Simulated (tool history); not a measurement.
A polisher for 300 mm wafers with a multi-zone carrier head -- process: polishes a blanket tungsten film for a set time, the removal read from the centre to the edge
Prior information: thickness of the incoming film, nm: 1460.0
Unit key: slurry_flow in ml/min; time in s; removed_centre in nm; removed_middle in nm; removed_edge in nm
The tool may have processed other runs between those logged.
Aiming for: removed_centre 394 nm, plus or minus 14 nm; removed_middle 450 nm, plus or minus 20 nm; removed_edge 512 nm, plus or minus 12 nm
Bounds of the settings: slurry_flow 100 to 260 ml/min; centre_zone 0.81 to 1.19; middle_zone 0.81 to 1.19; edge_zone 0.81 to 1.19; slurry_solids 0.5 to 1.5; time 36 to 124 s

Run 1, hour 0: slurry_flow 165 ml/min, centre_zone 1, middle_zone 1, edge_zone 1, slurry_solids 1, time 79 s. Result: removed_centre 390.14 nm, removed_middle 386.86 nm, removed_edge 391.35 nm.
Run 2, hour 1.2: slurry_flow 175 ml/min, centre_zone 0.96, middle_zone 0.99, edge_zone 1.04, slurry_solids 1.1, time 80 s. Result: removed_centre 402.66 nm, removed_middle 404.5 nm, removed_edge 423.94 nm.
Run 3, hour 7.1: slurry_flow 150 ml/min, centre_zone 0.96, middle_zone 0.99, edge_zone 1.04, slurry_solids 1.1, time 80 s. Result: removed_centre 385.5 nm, removed_middle 388.23 nm, removed_edge 413.67 nm.
Run 4, hour 9: slurry_flow 160 ml/min, centre_zone 0.93, middle_zone 0.99, edge_zone 1.07, slurry_solids 1.15, time 80 s. Result: removed_centre 381.02 nm, removed_middle 402.6 nm, removed_edge 430.65 nm.
Run 5, hour 9.8: slurry_flow 175 ml/min, centre_zone 0.91, middle_zone 0.98, edge_zone 1.1, slurry_solids 1.2, time 80 s. Result: removed_centre 392.97 nm, removed_middle 409.8 nm, removed_edge 450.77 nm.
Run 6, hour 11.9: slurry_flow 180 ml/min, centre_zone 0.89, middle_zone 0.98, edge_zone 1.12, slurry_solids 1.25, time 80 s. Result: removed_centre 385.92 nm, removed_middle 410.36 nm, removed_edge 462.66 nm.
Run 7, hour 14.9: slurry_flow 190 ml/min, centre_zone 0.88, middle_zone 0.99, edge_zone 1.14, slurry_solids 1.25, time 80 s. Result: removed_centre 392.74 nm, removed_middle 429.56 nm, removed_edge 464.41 nm.
Run 8, hour 18.1: slurry_flow 190 ml/min, centre_zone 0.87, middle_zone 0.99, edge_zone 1.15, slurry_solids 1.3, time 80 s. Result: removed_centre 388.06 nm, removed_middle 434.46 nm, removed_edge 472.9 nm.
Run 9, hour 19.3: slurry_flow 195 ml/min, centre_zone 0.86, middle_zone 0.98, edge_zone 1.16, slurry_solids 1.35, time 80 s. Result: removed_centre 391.19 nm, removed_middle 444.39 nm, removed_edge 481.1 nm.

Below are 5 possible settings for the next run. Only one of them brings all results inside the allowed miss of their targets. Which is it?
Run A, hour 20.5: slurry_flow 160 ml/min, centre_zone 0.83, middle_zone 0.99, edge_zone 1.14, slurry_solids 1.2, time 97 s. Result: removed_centre ?, removed_middle ?, removed_edge ?.
Run B, hour 20.5: slurry_flow 140 ml/min, centre_zone 0.89, middle_zone 0.91, edge_zone 1.19, slurry_solids 1.25, time 86 s. Result: removed_centre ?, removed_middle ?, removed_edge ?.
Run C, hour 20.5: slurry_flow 180 ml/min, centre_zone 0.81, middle_zone 0.95, edge_zone 1.14, slurry_solids 1.5, time 84 s. Result: removed_centre ?, removed_middle ?, removed_edge ?.
Run D, hour 20.5: slurry_flow 190 ml/min, centre_zone 0.91, middle_zone 0.81, edge_zone 1.14, slurry_solids 1.25, time 88 s. Result: removed_centre ?, removed_middle ?, removed_edge ?.
Run E, hour 20.5: slurry_flow 195 ml/min, centre_zone 0.82, middle_zone 0.97, edge_zone 1.17, slurry_solids 1.25, time 93 s. Result: removed_centre ?, removed_middle ?, removed_edge ?.

move  removed_centre  removed_middle  removed_edge
   A          430.67          495.07        541.82
   B          401.56          402.53           488
   C             400          454.13        511.76
   D          449.19          397.25         510.7
   E          429.86          489.61        547.56
A: takes the biggest miss from the last run beyond its target
B: nearer the targets than the last run, but a result is still out of spec
C: meets every target
D: brings the last run's worst result on target, with another outside its allowed miss
E: takes the biggest miss from the last run beyond its target
The right move is C.
